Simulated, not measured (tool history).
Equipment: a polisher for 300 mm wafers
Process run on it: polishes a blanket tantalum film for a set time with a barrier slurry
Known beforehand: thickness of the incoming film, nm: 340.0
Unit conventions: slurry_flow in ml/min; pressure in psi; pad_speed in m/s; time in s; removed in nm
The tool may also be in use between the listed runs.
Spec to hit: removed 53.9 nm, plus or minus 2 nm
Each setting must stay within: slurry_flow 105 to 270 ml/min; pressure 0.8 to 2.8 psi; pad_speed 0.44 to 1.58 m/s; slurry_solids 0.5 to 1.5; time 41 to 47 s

run  hour  slurry_flow  pressure  pad_speed  slurry_solids  time  removed
  1     0          175       1.8          1              1    47   71.336
  2   1.2          175       1.7          1              1    47   69.067
  3   5.2          175       1.7        0.9              1    47   62.736
  4  13.3          175       1.7       1.14              1    47   78.825
  5  17.6          175       1.7       1.14            0.9    47   75.322
  6  23.9          175       1.6       1.14            0.9    47   70.101
  7  31.1          175       1.5       1.14            0.9    47   66.295
  8  34.8          175       1.4       1.14            0.9    47   61.794
  9  36.4          170       1.3       1.14            0.9    47    58.11

4 candidate next runs follow, results not yet known. Just one meets every target within its allowed miss. Identify it.
  A    38          185       1.2       1.22              1    46        ?
  B    38          120       1.5          1            0.8    47        ?
  C    38          220       1.2       1.46            0.8    43        ?
  D    38          130       1.4       1.28           0.75    45        ?

move  removed
   A   60.093
   B    55.17
   C    62.29
   D    61.48
A: lands further from the targets than the last run did
B: every result lands within tolerance
C: lands further from the targets than the last run did
D: lands further from the targets than the last run did
B is the move that brings every result within its allowed miss.
